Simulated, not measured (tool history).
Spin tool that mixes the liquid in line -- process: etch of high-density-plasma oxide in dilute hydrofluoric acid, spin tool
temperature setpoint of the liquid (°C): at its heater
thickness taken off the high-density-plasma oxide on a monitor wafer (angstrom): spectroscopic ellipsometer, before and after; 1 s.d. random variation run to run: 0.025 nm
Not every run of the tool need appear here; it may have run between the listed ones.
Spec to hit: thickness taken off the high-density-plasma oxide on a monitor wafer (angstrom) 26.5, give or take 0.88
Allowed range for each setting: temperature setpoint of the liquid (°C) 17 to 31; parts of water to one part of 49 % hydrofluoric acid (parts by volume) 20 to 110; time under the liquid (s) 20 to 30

run,hour,temperature setpoint of the liquid (°C),parts of water to one part of 49 % hydrofluoric acid (parts by volume),time under the liquid (s),thickness taken off the high-density-plasma oxide on a monitor wafer (angstrom)
1,0,23,60,30,35.966
2,8.3,19.5,60,30,30.366
3,13.3,19,60,30,30.254
4,16.4,18,60,30,29.025
5,25.1,17.5,60,30,28.307
6,31.7,17,60,30,27.039
7,37.8,17,60,25,22.793
8,43.3,18,60,25,24.16

Which one of the following 5 next-run settings gets every result inside its allowed miss? There is exactly one.
A,48.8,17,60,25,?
B,48.8,20,70,30,?
C,48.8,18.5,65,25,?
D,48.8,17,50,20,?
E,48.8,17.5,60,30,?

move,thickness taken off the high-density-plasma oxide on a monitor wafer (angstrom)
A,23
B,26.575
C,22.515
D,22.327
E,28.202
A: the biggest miss grows against the last run
B: hits every target within its allowed miss
C: the biggest miss grows against the last run
D: the biggest miss grows against the last run
E: pushes the last run's worst result past its target
B is the move that brings every result within its allowed miss.
